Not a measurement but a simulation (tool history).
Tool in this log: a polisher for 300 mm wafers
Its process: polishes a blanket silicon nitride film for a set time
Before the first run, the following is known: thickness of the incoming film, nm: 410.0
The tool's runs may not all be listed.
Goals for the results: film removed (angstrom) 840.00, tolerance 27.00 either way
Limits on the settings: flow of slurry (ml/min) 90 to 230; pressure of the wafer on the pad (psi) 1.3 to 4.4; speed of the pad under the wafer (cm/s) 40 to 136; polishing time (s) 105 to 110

run    day  flow of slurry (ml/min)  pressure of the wafer on the pad (psi)  speed of the pad under the wafer (cm/s)  polishing time (s)  film removed (angstrom)
  1  0.000                      150                                     2.8                                       88                 105                  1476.30
  2  0.046                      145                                     2.3                                       88                 105                  1223.60
  3  0.304                      140                                     2.0                                       88                 105                  1041.50
  4  0.358                      130                                     1.9                                       88                 105                  1004.10
  5  0.396                      130                                     1.9                                       88                 110                  1028.30
  6  0.558                      110                                     1.9                                       88                 110                   987.97
  7  0.750                      110                                     1.9                                       88                 110                   995.27
  8  1.025                      105                                     1.8                                       88                 110                   936.24
  9  1.229                      100                                     1.7                                       88                 110                   864.05

Which one of the following 5 next-run settings gets every result inside its allowed miss? There is exactly one.
  A  1.433                      110                                     1.6                                       96                 110                        ?
  B  1.433                      105                                     1.4                                      102                 110                        ?
  C  1.433                      130                                     2.0                                       70                 110                        ?
  D  1.433                      105                                     1.9                                       78                 110                        ?
  E  1.433                       95                                     1.6                                      102                 110                        ?

move  film removed (angstrom)
   A                   905.25
   B                   831.52
   C                   898.62
   D                   888.38
   E                   915.23
A: further off than the last run
B: meets every target
C: further off than the last run
D: further off than the last run
E: further off than the last run
Correct choice: B, which meets every target

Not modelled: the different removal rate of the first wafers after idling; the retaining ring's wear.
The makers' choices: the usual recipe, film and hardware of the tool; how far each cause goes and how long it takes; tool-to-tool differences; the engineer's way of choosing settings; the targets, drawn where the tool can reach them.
